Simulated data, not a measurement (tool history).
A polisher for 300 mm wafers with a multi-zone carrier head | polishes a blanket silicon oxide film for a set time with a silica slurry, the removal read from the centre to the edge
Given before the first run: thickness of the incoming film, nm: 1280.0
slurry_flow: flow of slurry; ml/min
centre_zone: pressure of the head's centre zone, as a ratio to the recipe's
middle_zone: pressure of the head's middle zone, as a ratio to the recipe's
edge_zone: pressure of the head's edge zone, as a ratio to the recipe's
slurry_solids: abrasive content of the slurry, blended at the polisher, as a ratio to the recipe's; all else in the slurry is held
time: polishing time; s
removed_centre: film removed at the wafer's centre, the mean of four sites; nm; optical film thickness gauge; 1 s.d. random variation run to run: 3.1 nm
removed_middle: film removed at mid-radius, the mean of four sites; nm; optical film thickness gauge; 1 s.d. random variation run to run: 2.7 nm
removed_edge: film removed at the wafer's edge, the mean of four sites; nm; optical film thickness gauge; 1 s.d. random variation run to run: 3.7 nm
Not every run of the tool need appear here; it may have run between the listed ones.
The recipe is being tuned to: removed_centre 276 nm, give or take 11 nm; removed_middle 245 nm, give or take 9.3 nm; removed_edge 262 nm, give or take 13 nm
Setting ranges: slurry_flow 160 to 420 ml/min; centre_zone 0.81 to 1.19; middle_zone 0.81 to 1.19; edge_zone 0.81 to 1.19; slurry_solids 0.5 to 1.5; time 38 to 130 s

run,hour,slurry_flow,centre_zone,middle_zone,edge_zone,slurry_solids,time,removed_centre,removed_middle,removed_edge
1,0,270,1,1,1,1,84,161.79,166.48,165.44
2,2.9,270,1.02,1,1.02,1.1,86,172.43,169.93,169.36
3,6.7,270,1.02,0.92,1.02,1.1,86,176.22,165.91,171.42
4,10.7,270,1.02,0.91,1.03,1.15,90,183.05,166.3,189.29
5,14.6,275,1.03,0.93,1.02,1.2,93,196.77,180.67,194.54
6,21.2,275,1.03,0.93,0.99,1.2,93,195.71,181.07,190.31
7,23.8,275,1.04,0.94,1,1.25,96,209.66,194.59,200.09
8,32.8,285,1.08,0.91,1.1,1.5,109,262.75,229.49,252.87
9,40.8,285,1.08,0.91,1.1,1.5,110,266.38,233.32,257.54

4 next moves are on the table. One of them brings every result within its allowed miss. Which?
A,48.8,270,1.17,0.9,1.08,1.5,110,?,?,?
B,48.8,270,1.07,0.83,1.15,1.45,108,?,?,?
C,48.8,360,1.05,0.91,1.01,1.4,116,?,?,?
D,48.8,280,1.1,0.89,1.11,1.5,113,?,?,?

move,removed_centre,removed_middle,removed_edge
A,280.95,225.26,253.56
B,249.18,204.67,254.41
C,268.16,241.43,258.54
D,272.49,230.33,265
A: the biggest miss grows against the last run
B: the biggest miss grows against the last run
C: every result within its allowed miss
D: the biggest miss grows against the last run
C is the move that brings every result within its allowed miss.
